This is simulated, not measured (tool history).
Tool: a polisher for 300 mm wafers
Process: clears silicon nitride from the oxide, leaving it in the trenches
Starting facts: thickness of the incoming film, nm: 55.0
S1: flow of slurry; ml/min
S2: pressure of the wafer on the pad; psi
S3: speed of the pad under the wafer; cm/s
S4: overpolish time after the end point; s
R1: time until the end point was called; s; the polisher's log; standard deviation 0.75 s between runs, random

Run 1, hour 0.0: S1 200 ml/min, S2 1.9 psi, S3 76 cm/s, S4 15 s. Result: R1 147.30 s.
Run 2, hour 8.7: S1 160 ml/min, S2 1.9 psi, S3 76 cm/s, S4 15 s. Result: R1 153.25 s.
Run 3, hour 16.3: S1 195 ml/min, S2 1.9 psi, S3 76 cm/s, S4 15 s. Result: R1 146.78 s.
Run 4, hour 24.8: S1 195 ml/min, S2 2.1 psi, S3 76 cm/s, S4 15 s. Result: R1 135.69 s.
Run 5, hour 33.5: S1 240 ml/min, S2 2.1 psi, S3 76 cm/s, S4 15 s. Result: R1 130.49 s.
At hour 39.5: worn pad replaced by a new one.
Run 6, hour 39.5: S1 245 ml/min, S2 2.2 psi, S3 76 cm/s, S4 15 s. Result: R1 111.96 s.
Run 7, hour 46.7: S1 255 ml/min, S2 2.2 psi, S3 76 cm/s, S4 15 s. Result: R1 111.70 s.

Run 8 has not been measured yet. What should we expect?
Run 8, hour 54.2: S1 260 ml/min, S2 2.7 psi, S3 76 cm/s, S4 15 s. Result: R1 ?.

R1: 93.21 s

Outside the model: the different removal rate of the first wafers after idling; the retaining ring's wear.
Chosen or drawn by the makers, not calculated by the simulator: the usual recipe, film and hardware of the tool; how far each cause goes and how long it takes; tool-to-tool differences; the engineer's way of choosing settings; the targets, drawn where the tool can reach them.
